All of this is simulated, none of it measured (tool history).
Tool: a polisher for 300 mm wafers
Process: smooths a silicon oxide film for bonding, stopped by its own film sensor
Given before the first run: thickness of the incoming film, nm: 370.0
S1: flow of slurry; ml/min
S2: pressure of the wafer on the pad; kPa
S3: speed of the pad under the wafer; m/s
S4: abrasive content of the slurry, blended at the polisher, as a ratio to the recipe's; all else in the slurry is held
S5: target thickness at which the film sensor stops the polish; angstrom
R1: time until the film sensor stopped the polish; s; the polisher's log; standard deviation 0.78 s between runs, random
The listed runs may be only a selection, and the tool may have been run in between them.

Run 1, hour 0: S1 300 ml/min, S2 15.9 kPa, S3 0.78 m/s, S4 1, S5 3060 angstrom. Result: R1 85.837 s.
Run 2, hour 0.6: S1 225 ml/min, S2 15.9 kPa, S3 0.78 m/s, S4 1, S5 3060 angstrom. Result: R1 86.545 s.
Run 3, hour 3.7: S1 280 ml/min, S2 15.9 kPa, S3 0.78 m/s, S4 1, S5 3060 angstrom. Result: R1 84.379 s.
Run 4, hour 12.3: S1 280 ml/min, S2 17.2 kPa, S3 0.78 m/s, S4 1, S5 3060 angstrom. Result: R1 77.841 s.
Run 5, hour 20.9: S1 280 ml/min, S2 17.2 kPa, S3 0.68 m/s, S4 1, S5 3060 angstrom. Result: R1 86.418 s.
Run 6, hour 26.1: S1 280 ml/min, S2 18.6 kPa, S3 0.68 m/s, S4 1, S5 3060 angstrom. Result: R1 81.552 s.

Expected results for the next run?
Run 7, hour 33: S1 280 ml/min, S2 18.6 kPa, S3 0.68 m/s, S4 1, S5 3060 angstrom. Result: R1 ?.

Run 7 yielded R1 81.066 s.
